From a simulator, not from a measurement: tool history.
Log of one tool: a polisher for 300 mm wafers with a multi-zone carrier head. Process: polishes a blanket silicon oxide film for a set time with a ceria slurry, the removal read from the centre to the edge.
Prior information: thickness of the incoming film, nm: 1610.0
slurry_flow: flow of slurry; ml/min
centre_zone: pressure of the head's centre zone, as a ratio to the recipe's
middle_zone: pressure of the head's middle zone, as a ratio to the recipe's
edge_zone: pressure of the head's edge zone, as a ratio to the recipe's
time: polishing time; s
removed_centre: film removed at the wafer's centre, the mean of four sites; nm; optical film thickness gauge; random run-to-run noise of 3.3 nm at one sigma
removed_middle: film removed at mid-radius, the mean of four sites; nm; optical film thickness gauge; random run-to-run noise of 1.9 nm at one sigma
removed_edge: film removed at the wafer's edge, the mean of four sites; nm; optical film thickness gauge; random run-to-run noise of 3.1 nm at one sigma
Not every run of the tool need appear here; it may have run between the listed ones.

run    day  slurry_flow  centre_zone  middle_zone  edge_zone  time  removed_centre  removed_middle  removed_edge
  1  0.000          320         1.00         1.00       1.00    66          300.13          330.37        333.72
  2  0.067          290         1.00         1.00       1.00    66          295.72          328.09        319.81
  3  0.333          365         1.00         1.00       1.00    66          301.74          339.90        327.51
  4  0.512          325         1.00         1.00       1.00    66          296.20          331.10        335.92
  5  0.721          325         1.00         1.00       1.00    58          262.56          293.49        290.67
  6  1.083          325         1.00         1.00       0.96    58          269.48          290.66        278.48
  7  1.333          325         0.98         0.99       0.92    55          253.18          271.02        258.04
  8  1.575          330         1.00         1.03       0.82    45          212.53          234.21        201.74

What will run 9 give?
  9  1.679          335         1.02         1.03       0.83    45               ?               ?             ?

{"run 9": {"removed_centre": 214.12, "removed_middle": 234.58, "removed_edge": 206.32}}
